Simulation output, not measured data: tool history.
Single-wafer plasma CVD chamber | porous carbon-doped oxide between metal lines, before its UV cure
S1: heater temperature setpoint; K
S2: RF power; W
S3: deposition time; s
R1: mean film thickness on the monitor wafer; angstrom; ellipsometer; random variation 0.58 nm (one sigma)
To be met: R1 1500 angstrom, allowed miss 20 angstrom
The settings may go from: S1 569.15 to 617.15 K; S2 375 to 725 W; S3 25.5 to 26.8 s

run 1 day=0 | S1=593.15 S2=550 S3=26.8 | R1=1307.6
run 2 day=0.025 | S1=593.15 S2=550 S3=26.8 | R1=1312.4
run 3 day=0.338 | S1=591.15 S2=550 S3=26.8 | R1=1325.5
run 4 day=0.571 | S1=589.15 S2=550 S3=26.8 | R1=1338.3
run 5 day=0.867 | S1=598.15 S2=550 S3=26.8 | R1=1278.2
run 6 day=1.1 | S1=595.15 S2=555 S3=26.8 | R1=1309.3
run 7 day=1.312 | S1=593.15 S2=555 S3=26.8 | R1=1322.3
run 8 day=1.454 | S1=591.15 S2=555 S3=26.8 | R1=1334.3
run 9 day=1.554 | S1=589.15 S2=555 S3=26.8 | R1=1354.4
run 10 day=1.617 | S1=587.15 S2=555 S3=26.8 | R1=1371.9
run 11 day=1.804 | S1=586.15 S2=555 S3=26.8 | R1=1363.9
run 12 day=2.042 | S1=574.15 S2=590 S3=26.8 | R1=1558.7
run 13 day=2.333 | S1=575.15 S2=590 S3=26.8 | R1=1534.7
run 14 day=2.4 | S1=577.15 S2=590 S3=26.8 | R1=1529.1

4 next moves are on the table. One of them brings every result within its allowed miss. Which?
run A day=2.467 | S1=579.15 S2=635 S3=26.3 | R1=?
run B day=2.467 | S1=573.15 S2=560 S3=26.8 | R1=?
run C day=2.467 | S1=578.15 S2=610 S3=26.8 | R1=?
run D day=2.467 | S1=576.15 S2=625 S3=25.6 | R1=?

move=A R1=1570.9
move=B R1=1484.3
move=C R1=1554.5
move=D R1=1536.5
A: further off than the last run
B: meets every target
C: further off than the last run
D: further off than the last run
Move B is the one to make.
